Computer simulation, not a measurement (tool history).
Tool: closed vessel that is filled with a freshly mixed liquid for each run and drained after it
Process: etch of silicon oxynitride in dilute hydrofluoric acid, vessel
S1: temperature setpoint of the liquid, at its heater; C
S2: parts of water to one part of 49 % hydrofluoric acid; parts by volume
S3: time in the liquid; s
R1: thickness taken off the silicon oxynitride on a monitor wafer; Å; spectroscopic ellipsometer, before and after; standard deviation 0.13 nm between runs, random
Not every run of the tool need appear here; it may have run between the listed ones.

run	hour	S1	S2	S3	R1
1	0	23	155	3015	277.37
2	1.5	25	155	3015	302.01
3	8.3	23.5	155	3015	284.5
4	16.6	21.5	155	3015	255.65
5	25.2	21.5	155	3015	258.58
6	29.4	21.5	155	3210	276.35
7	32.4	20	155	3210	256.94
8	40.9	19	155	3210	244.34

The next listed run, before its measurement:
9	42.6	18.5	155	3210	?

{"run 9": {"R1": 241.37}}

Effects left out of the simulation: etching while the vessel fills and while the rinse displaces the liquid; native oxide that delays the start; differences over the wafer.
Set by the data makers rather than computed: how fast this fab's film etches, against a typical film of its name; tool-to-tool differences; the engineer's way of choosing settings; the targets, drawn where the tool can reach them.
